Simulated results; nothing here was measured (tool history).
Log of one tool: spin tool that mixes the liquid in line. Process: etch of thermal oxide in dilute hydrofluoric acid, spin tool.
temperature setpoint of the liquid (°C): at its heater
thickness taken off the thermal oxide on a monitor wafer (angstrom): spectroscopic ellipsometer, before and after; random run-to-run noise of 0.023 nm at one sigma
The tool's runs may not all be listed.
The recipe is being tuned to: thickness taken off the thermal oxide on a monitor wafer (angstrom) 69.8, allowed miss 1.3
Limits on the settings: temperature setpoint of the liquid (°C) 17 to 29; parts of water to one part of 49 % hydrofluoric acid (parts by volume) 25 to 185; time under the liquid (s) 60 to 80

run    day  temperature setpoint of the liquid (°C)  parts of water to one part of 49 % hydrofluoric acid (parts by volume)  time under the liquid (s)  thickness taken off the thermal oxide on a monitor wafer (angstrom)
  1      0                                       21                                                                     105                         80                                                               35.797
  2  0.217                                       19                                                                     105                         80                                                               33.059
  3  0.458                                     20.5                                                                     100                         80                                                               37.059
  4  0.546                                     20.5                                                                     100                         80                                                               37.276
  5  0.575                                     18.5                                                                     100                         80                                                               34.285
  6  0.788                                       20                                                                      95                         80                                                               38.546
  7  0.838                                       21                                                                      90                         80                                                               42.453
  8  1.058                                       22                                                                      90                         80                                                               44.412
  9  1.408                                       23                                                                      90                         80                                                               45.988
 10  1.696                                       24                                                                      90                         80                                                               47.963
 11  1.825                                     24.5                                                                      90                         80                                                               48.551
 12  1.967                                       25                                                                      90                         80                                                               50.161
 13  2.338                                     25.5                                                                      90                         80                                                               50.707
 14  2.617                                       26                                                                      90                         80                                                               51.876
     2.925  -- thermometer replaced
 15  2.925                                     26.5                                                                      90                         80                                                               48.967
 16  3.204                                       27                                                                      85                         80                                                               53.023
 17  3.475                                       27                                                                      80                         80                                                               56.743
 18  3.654                                     27.5                                                                      80                         80                                                               58.349
 19  3.725                                     27.5                                                                      80                         80                                                               57.983

Which single option among these 4 for the next run brings every result within its allowed miss of target? Just one does.
  A  3.796                                     28.5                                                                      70                         80                                                                    ?
  B  3.796                                       29                                                                      80                         70                                                                    ?
  C  3.796                                     26.5                                                                      70                         80                                                                    ?
  D  3.796                                       28                                                                      90                         80                                                                    ?

move  thickness taken off the thermal oxide on a monitor wafer (angstrom)
   A                                                               70.117
   B                                                               53.956
   C                                                               64.812
   D                                                               52.009
A: every result lands within tolerance
B: moves away from the targets compared with the last run
C: better than the last run, though not everything is in spec
D: moves away from the targets compared with the last run
A is the move that brings every result within its allowed miss.
